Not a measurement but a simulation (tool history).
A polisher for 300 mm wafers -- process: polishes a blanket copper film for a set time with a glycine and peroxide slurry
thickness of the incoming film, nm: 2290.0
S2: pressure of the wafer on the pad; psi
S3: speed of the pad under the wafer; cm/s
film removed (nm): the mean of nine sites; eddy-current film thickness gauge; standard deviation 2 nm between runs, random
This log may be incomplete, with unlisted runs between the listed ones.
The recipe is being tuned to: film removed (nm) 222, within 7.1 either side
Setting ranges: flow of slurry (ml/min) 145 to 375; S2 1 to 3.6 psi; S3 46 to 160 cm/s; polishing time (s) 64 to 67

Run 1, hour 0: flow of slurry (ml/min) 240, S2 2.3 psi, S3 102 cm/s, polishing time (s) 64. Result: film removed (nm) 253.18.
Run 2, hour 7.6: flow of slurry (ml/min) 240, S2 2.6 psi, S3 102 cm/s, polishing time (s) 64. Result: film removed (nm) 283.91.
Run 3, hour 12.1: flow of slurry (ml/min) 240, S2 2.5 psi, S3 102 cm/s, polishing time (s) 64. Result: film removed (nm) 273.29.
Run 4, hour 18.4: flow of slurry (ml/min) 240, S2 2.4 psi, S3 102 cm/s, polishing time (s) 64. Result: film removed (nm) 262.41.
Run 5, hour 23.2: flow of slurry (ml/min) 265, S2 2.4 psi, S3 102 cm/s, polishing time (s) 64. Result: film removed (nm) 266.38.
Run 6, hour 29.6: flow of slurry (ml/min) 265, S2 2.3 psi, S3 102 cm/s, polishing time (s) 64. Result: film removed (nm) 253.24.
Run 7, hour 37.9: flow of slurry (ml/min) 265, S2 2.3 psi, S3 102 cm/s, polishing time (s) 64. Result: film removed (nm) 257.01.
Run 8, hour 44.6: flow of slurry (ml/min) 255, S2 1.8 psi, S3 100 cm/s, polishing time (s) 64. Result: film removed (nm) 210.88.

5 candidate next runs follow, results not yet known. Just one meets every target within its allowed miss. Identify it.
Run A, hour 51.3: flow of slurry (ml/min) 220, S2 1.7 psi, S3 106 cm/s, polishing time (s) 65. Result: film removed (nm) ?.
Run B, hour 51.3: flow of slurry (ml/min) 235, S2 1.9 psi, S3 96 cm/s, polishing time (s) 67. Result: film removed (nm) ?.
Run C, hour 51.3: flow of slurry (ml/min) 230, S2 1.1 psi, S3 154 cm/s, polishing time (s) 67. Result: film removed (nm) ?.
Run D, hour 51.3: flow of slurry (ml/min) 220, S2 1.3 psi, S3 130 cm/s, polishing time (s) 67. Result: film removed (nm) ?.
Run E, hour 51.3: flow of slurry (ml/min) 205, S2 1.3 psi, S3 138 cm/s, polishing time (s) 64. Result: film removed (nm) ?.

move  film removed (nm)
   A             209.86
   B             219.53
   C             207.34
   D              206.2
   E             204.69
A: misses by more than the last run did
B: hits every target within its allowed miss
C: misses by more than the last run did
D: misses by more than the last run did
E: misses by more than the last run did
Answer: B
